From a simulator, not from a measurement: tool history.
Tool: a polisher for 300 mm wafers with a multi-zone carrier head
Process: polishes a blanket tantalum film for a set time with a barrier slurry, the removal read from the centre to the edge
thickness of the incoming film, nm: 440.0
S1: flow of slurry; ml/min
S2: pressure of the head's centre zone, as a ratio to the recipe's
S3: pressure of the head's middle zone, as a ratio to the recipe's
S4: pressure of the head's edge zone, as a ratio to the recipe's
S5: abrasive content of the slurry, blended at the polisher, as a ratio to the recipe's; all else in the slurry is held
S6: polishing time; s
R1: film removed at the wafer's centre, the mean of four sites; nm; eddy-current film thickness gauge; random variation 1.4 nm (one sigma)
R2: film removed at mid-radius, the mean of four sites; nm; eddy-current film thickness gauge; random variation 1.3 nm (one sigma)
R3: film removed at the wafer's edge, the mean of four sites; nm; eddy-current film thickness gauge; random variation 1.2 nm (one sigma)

run	day	S1	S2	S3	S4	S5	S6	R1	R2	R3
1	0.000	305	1.00	1.00	1.00	1.00	75	138.52	141.83	140.19
2	0.242	305	1.00	1.03	1.00	1.00	75	138.18	145.16	141.87
3	0.354	300	1.01	1.01	1.06	1.15	78	150.90	156.72	156.03
4	0.454	305	1.01	0.97	1.10	1.25	81	160.39	158.40	169.79
5	0.817	305	1.01	0.97	1.15	1.25	81	159.95	158.74	174.11
6	1.129	305	1.01	0.97	1.15	1.15	81	159.83	156.59	171.01

The next listed run, before its measurement:
7	1.342	320	1.02	0.97	1.16	1.25	82	?	?	?

R1: 163.26 nm
R2: 161.37 nm
R3: 176.45 nm

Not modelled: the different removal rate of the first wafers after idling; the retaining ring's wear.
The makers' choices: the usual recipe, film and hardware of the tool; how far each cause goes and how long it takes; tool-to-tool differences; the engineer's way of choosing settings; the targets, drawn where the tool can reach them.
